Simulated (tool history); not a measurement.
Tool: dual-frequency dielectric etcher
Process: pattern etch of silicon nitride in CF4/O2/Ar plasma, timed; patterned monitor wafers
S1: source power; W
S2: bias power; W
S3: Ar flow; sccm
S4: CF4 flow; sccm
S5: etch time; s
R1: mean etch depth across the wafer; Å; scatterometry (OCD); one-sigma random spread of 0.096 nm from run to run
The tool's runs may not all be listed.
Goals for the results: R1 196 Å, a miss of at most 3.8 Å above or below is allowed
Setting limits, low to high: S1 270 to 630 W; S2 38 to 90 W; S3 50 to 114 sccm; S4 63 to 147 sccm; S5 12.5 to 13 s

run    day   S1  S2  S3   S4    S5      R1
  1      0  450  64  82  105  12.5  244.67
  2  0.221  450  71  82  105  12.5  254.31
  3   0.35  450  79  82  105  12.5  260.68
  4  0.575  410  78  82  105  12.5  243.63
  5  0.871  410  78  69  105  12.5  250.09
  6  1.162  410  85  69  105  12.5  256.77
  7  1.454  370  83  70  105  12.5  239.32
  8  1.633  340  81  71  104  12.5  222.01
  9  1.775  320  81  71  104  12.5   210.3
     1.825  -- wet clean of the chamber
 10  1.825  280  81  71  104  12.5  204.87
 11  2.096  280  80  71  103  12.5  203.67
 12  2.271  280  79  72  103  12.5  202.04
 13  2.629  280  78  72  103  12.5  200.45

Exactly one of the 4 candidate moves below puts every result within its allowed miss. Which one?
  A  2.988  270  78  73  109  12.5   ?
  B  2.988  280  78  72  109  12.5   ?
  C  2.988  290  72  71  105    13   ?
  D  2.988  280  73  72   95    13   ?

move      R1
   A  196.25
   B  201.32
   C  208.23
   D  201.81
A: in spec on every target
B: lands further from the targets than the last run did
C: lands further from the targets than the last run did
D: lands further from the targets than the last run did
A meets every target.
